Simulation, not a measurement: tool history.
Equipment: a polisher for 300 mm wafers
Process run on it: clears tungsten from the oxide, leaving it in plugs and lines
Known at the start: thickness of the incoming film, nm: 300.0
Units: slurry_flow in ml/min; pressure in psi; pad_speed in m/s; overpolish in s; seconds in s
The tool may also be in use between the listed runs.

| run | hour | slurry_flow | pressure | pad_speed | slurry_solids | overpolish | seconds |
|---|---|---|---|---|---|---|---|
| 1 | 0.0 | 180 | 3.6 | 0.92 | 1.0 | 13 | 80.038 |
| 2 | 6.5 | 180 | 3.4 | 0.90 | 1.0 | 13 | 86.819 |
| 3 | 11.8 | 180 | 3.2 | 0.88 | 1.0 | 13 | 94.546 |
| 4 | 18.7 | 180 | 3.2 | 0.88 | 1.0 | 13 | 92.505 |
| 5 | 21.0 | 180 | 3.0 | 0.86 | 1.0 | 13 | 103.970 |
| 6 | 22.9 | 180 | 2.8 | 0.86 | 1.0 | 13 | 109.260 |
| 7 | 27.2 | 180 | 2.7 | 0.86 | 1.0 | 13 | 116.310 |
| 8 | 30.3 | 180 | 2.6 | 0.86 | 1.0 | 13 | 118.340 |
| 9 | 32.9 | 180 | 2.5 | 0.86 | 1.0 | 13 | 120.780 |
| 10 | 38.7 | 175 | 1.6 | 0.78 | 1.0 | 13 | 207.320 |
| 11 | 41.8 | 180 | 1.6 | 0.78 | 1.0 | 13 | 207.140 |
| 12 | 49.1 | 180 | 1.7 | 0.78 | 1.0 | 13 | 195.290 |

Forecast run 13:
| 13 | 52.1 | 185 | 1.7 | 0.78 | 1.0 | 13 | ? |

{"run 13": {"seconds": 190.74}}
